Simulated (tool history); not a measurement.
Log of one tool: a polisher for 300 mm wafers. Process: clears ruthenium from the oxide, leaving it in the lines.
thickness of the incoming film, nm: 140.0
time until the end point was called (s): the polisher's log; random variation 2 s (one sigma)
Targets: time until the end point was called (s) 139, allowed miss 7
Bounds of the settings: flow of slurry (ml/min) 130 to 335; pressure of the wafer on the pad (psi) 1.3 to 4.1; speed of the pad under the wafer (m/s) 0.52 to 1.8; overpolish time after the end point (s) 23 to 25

run,day,flow of slurry (ml/min),pressure of the wafer on the pad (psi),speed of the pad under the wafer (m/s),overpolish time after the end point (s),time until the end point was called (s)
1,0,215,2.7,1.16,23,72.365
2,0.158,250,2.7,1.16,23,70.281
3,0.296,250,2.5,1.14,23,74.98
4,0.538,245,2.3,1.1,23,81.354
5,0.6,245,2.3,0.86,23,100.59
6,0.829,275,2.3,0.86,23,104.02
7,0.871,275,2.2,0.86,23,104.95
8,1.121,275,2.1,0.86,23,107.64

5 next moves are on the table. One of them brings every result within its allowed miss. Which?
A,1.371,300,1.7,0.76,23,?
B,1.371,275,1.8,0.8,23,?
C,1.371,240,1.9,0.82,25,?
D,1.371,275,1.9,0.8,25,?
E,1.371,285,1.6,0.68,23,?

move,time until the end point was called (s)
A,137.23
B,127.5
C,122.3
D,123.59
E,158.43
A: meets every target
B: nearer than the last run, and not there yet
C: nearer than the last run, and not there yet
D: nearer than the last run, and not there yet
E: takes the result that was furthest off past its target
The right move is A.
